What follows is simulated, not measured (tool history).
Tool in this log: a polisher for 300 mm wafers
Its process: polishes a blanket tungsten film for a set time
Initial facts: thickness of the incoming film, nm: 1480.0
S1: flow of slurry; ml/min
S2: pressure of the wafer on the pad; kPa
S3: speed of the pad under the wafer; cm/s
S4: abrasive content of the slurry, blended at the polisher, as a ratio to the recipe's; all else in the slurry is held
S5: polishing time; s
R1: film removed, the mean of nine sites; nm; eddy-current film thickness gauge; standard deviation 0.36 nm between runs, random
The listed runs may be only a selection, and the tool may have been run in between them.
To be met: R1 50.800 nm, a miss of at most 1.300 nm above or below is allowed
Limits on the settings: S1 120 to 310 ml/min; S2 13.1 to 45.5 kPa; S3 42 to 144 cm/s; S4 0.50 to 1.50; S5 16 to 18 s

run	day	S1	S2	S3	S4	S5	R1
1	0.000	200	29.0	92	1.00	18	77.552
2	0.321	195	26.2	92	1.00	18	69.940
3	0.458	190	24.1	92	1.00	18	64.825
4	0.508	185	22.8	92	1.00	18	60.760
5	0.750	185	22.8	92	1.20	18	63.140
6	0.925	185	27.6	92	1.20	18	76.227
7	1.012	180	25.5	92	1.20	18	69.883
8	1.208	175	23.4	92	1.20	18	65.319
9	1.246	175	22.1	92	1.20	18	61.712
10	1.621	175	20.7	92	1.20	18	57.252
11	1.646	160	17.2	92	1.20	18	47.786

Which of these 5 next moves meets every target?
A	1.671	130	14.5	114	1.20	18	?
B	1.671	145	20.7	78	1.20	18	?
C	1.671	150	22.1	82	1.25	18	?
D	1.671	140	22.1	80	1.20	16	?
E	1.671	210	17.2	104	1.25	16	?

move	R1
A	46.729
B	46.764
C	53.303
D	44.902
E	50.499
A: the biggest miss grows against the last run
B: the biggest miss grows against the last run
C: takes the result that was furthest off past its target
D: the biggest miss grows against the last run
E: all results in spec
So the answer is move E, the one that meets all the targets.
